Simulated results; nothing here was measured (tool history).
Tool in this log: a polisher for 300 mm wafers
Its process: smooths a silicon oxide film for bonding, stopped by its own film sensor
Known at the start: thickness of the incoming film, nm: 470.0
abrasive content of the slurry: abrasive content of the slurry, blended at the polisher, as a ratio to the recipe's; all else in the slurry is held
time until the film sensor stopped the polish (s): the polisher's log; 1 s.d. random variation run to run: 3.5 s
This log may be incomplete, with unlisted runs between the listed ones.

run	hour	flow of slurry (ml/min)	pressure of the wafer on the pad (psi)	speed of the pad under the wafer (m/s)	abrasive content of the slurry	target thickness at which the film sensor stops the polish (nm)	time until the film sensor stopped the polish (s)
1	0	185	1.6	0.72	1	427	95.769
2	8.1	185	1.4	0.68	1	427	110
3	9.3	185	1.4	0.52	1	427	133.54
4	15.7	220	1.4	0.52	1	427	130.24
5	24	255	1.4	0.52	1	427	129.22
6	32.2	210	1.4	0.52	1	427	137.4
7	34	210	1.3	0.52	1	427	140.75
8	35.8	210	1.2	0.52	1	427	149.94
9	37.4	210	1.1	0.52	1	427	156.61

Run 10 is up next; what results do you expect?
10	41.2	210	0.8	0.5	1	427	?

time until the film sensor stopped the polish (s): 205.48
